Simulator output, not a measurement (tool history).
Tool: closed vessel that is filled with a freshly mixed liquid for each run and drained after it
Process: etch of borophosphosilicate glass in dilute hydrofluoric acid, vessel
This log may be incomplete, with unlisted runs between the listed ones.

run  hour  temperature setpoint of the liquid (C)  parts of water to one part of 49 % hydrofluoric acid (parts by volume)  time in the liquid (s)  thickness taken off the borophosphosilicate glass on a monitor wafer (nm)
  1   0.0                                    23.0                                                                     280                      35                                                                     5.9361
  2   7.6                                    23.0                                                                     240                      35                                                                     7.1826
  3  11.9                                    20.5                                                                     240                      35                                                                     6.5139
  4  21.1                                    19.5                                                                     285                      35                                                                     5.0953
  5  23.3                                    19.0                                                                     320                      35                                                                     4.3035
     26.2  -- hydrofluoric acid flow meter replaced
  6  26.2                                    19.0                                                                     320                      35                                                                     3.8352
  7  33.7                                    18.5                                                                     335                      35                                                                     3.5905
  8  40.9                                    18.0                                                                     350                      35                                                                     3.3122

Predict the results of run 9:
  9  43.7                                    18.0                                                                     360                      35                                                                          ?

thickness taken off the borophosphosilicate glass on a monitor wafer (nm): 3.1447

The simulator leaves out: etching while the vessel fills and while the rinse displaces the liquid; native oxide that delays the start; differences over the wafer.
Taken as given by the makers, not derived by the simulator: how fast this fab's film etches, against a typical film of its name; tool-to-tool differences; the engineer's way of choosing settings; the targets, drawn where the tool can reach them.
